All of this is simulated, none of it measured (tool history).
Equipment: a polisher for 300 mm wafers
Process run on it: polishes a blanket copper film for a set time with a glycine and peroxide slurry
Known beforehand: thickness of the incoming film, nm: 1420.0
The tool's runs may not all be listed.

| run | hour | flow of slurry (ml/min) | pressure of the wafer on the pad (psi) | speed of the pad under the wafer (cm/s) | polishing time (s) | film removed (angstrom) |
|---|---|---|---|---|---|---|
| 1 | 0.0 | 145 | 2.2 | 108 | 54 | 3047.8 |
| 2 | 3.0 | 125 | 2.2 | 108 | 54 | 2893.6 |
| 3 | 12.1 | 125 | 1.9 | 108 | 54 | 2548.8 |
| 4 | 18.4 | 120 | 1.8 | 108 | 54 | 2426.3 |
| 5 | 20.6 | 120 | 1.8 | 108 | 54 | 2485.4 |
| 6 | 25.3 | 120 | 1.7 | 108 | 54 | 2395.8 |

Run 7, settings as shown, results not yet in. Your forecast:
| 7 | 32.9 | 115 | 1.6 | 108 | 54 | ? |

{"run 7": {"film removed (angstrom)": 2301.1}}
